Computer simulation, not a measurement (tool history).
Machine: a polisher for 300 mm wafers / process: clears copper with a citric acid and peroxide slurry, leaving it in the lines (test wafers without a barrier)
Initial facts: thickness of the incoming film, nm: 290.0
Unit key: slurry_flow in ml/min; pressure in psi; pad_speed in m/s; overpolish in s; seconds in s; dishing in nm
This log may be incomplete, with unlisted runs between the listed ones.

run 1 hour=0 | slurry_flow=220 pressure=3.9 pad_speed=1.3 slurry_solids=1 overpolish=22 | seconds=68.757 dishing=25.214
run 2 hour=1.9 | slurry_flow=220 pressure=3.9 pad_speed=1.52 slurry_solids=1 overpolish=22 | seconds=59.42 dishing=25.377
run 3 hour=9.6 | slurry_flow=220 pressure=3.9 pad_speed=1.52 slurry_solids=1 overpolish=27 | seconds=59.971 dishing=26.145
run 4 hour=14.7 | slurry_flow=220 pressure=3.4 pad_speed=1.5 slurry_solids=1 overpolish=25 | seconds=68.745 dishing=25.134
run 5 hour=17.5 | slurry_flow=220 pressure=3 pad_speed=1.5 slurry_solids=1 overpolish=23 | seconds=79.806 dishing=24.079
run 6 hour=26.1 | slurry_flow=220 pressure=2.8 pad_speed=1.5 slurry_solids=1 overpolish=21 | seconds=84.146 dishing=22.826

Estimate the outcome of run 7 from the log above:
run 7 hour=30.6 | slurry_flow=220 pressure=2.6 pad_speed=1.5 slurry_solids=1 overpolish=21 | seconds=? dishing=?

{"run 7": {"seconds": 89.258, "dishing": 22.614}}

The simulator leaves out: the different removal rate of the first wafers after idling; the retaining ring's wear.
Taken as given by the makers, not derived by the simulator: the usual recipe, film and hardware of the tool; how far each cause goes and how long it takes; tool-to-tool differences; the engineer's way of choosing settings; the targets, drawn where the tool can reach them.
